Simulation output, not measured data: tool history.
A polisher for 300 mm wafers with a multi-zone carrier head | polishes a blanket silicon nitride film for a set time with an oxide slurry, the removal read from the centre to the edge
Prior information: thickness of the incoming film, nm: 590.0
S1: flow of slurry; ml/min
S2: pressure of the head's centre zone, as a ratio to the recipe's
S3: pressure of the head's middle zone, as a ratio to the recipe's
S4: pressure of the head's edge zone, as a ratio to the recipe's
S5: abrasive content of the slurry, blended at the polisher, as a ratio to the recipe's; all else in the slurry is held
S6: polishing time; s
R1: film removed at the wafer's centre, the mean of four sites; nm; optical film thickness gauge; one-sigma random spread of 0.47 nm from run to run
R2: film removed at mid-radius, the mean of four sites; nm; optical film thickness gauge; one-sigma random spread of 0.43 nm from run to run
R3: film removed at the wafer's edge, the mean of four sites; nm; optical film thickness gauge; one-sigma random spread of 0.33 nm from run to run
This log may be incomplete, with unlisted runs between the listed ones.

{"run": 1, "hour": 0.0, "S1": 310, "S2": 1.0, "S3": 1.0, "S4": 1.0, "S5": 1.0, "S6": 52, "R1": 30.508, "R2": 29.834, "R3": 29.95}
{"run": 2, "hour": 2.1, "S1": 310, "S2": 0.98, "S3": 1.0, "S4": 1.03, "S5": 1.1, "S6": 52, "R1": 31.163, "R2": 31.666, "R3": 31.604}
{"run": 3, "hour": 2.7, "S1": 310, "S2": 0.98, "S3": 1.0, "S4": 0.98, "S5": 1.1, "S6": 52, "R1": 30.827, "R2": 31.266, "R3": 31.402}
{"run": 4, "hour": 8.4, "S1": 310, "S2": 0.96, "S3": 0.98, "S4": 0.99, "S5": 1.2, "S6": 53, "R1": 32.106, "R2": 33.396, "R3": 33.71}
{"run": 5, "hour": 15.9, "S1": 310, "S2": 0.95, "S3": 0.96, "S4": 1.01, "S5": 1.25, "S6": 53, "R1": 32.713, "R2": 33.232, "R3": 34.61}
{"run": 6, "hour": 21.7, "S1": 310, "S2": 0.95, "S3": 0.96, "S4": 0.97, "S5": 1.25, "S6": 53, "R1": 31.505, "R2": 32.834, "R3": 33.755}
{"run": 7, "hour": 29.4, "S1": 310, "S2": 0.94, "S3": 0.96, "S4": 1.01, "S5": 1.3, "S6": 53, "R1": 32.454, "R2": 33.16, "R3": 34.654}

Forecast run 8:
{"hour": 31.7, "done": "slurry nozzle cleaned"}
{"run": 8, "hour": 31.7, "S1": 310, "S2": 0.92, "S3": 0.96, "S4": 1.02, "S5": 1.35, "S6": 54, "R1": "?", "R2": "?", "R3": "?"}

R1: 34.192 nm
R2: 35.612 nm
R3: 37.383 nm
